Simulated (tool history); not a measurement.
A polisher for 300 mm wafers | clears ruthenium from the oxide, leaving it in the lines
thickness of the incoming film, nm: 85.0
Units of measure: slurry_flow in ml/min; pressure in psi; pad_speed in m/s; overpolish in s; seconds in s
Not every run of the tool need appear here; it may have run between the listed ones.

run,day,slurry_flow,pressure,pad_speed,overpolish,seconds
1,0,265,1.4,0.8,16,158.97
2,0.054,265,1.5,0.8,16,155.72
3,0.388,265,1.6,0.8,16,142.01
4,0.767,265,1.6,0.8,17,139.83
5,1.142,265,1.6,0.72,17,156.95
6,1.433,220,1.6,0.72,17,161.83
7,1.575,220,1.7,0.72,17,149.43
8,1.721,220,1.8,0.72,17,141.38

For run 9, what comes out?
9,1.783,220,1.9,0.72,17,?

seconds: 137.99 s

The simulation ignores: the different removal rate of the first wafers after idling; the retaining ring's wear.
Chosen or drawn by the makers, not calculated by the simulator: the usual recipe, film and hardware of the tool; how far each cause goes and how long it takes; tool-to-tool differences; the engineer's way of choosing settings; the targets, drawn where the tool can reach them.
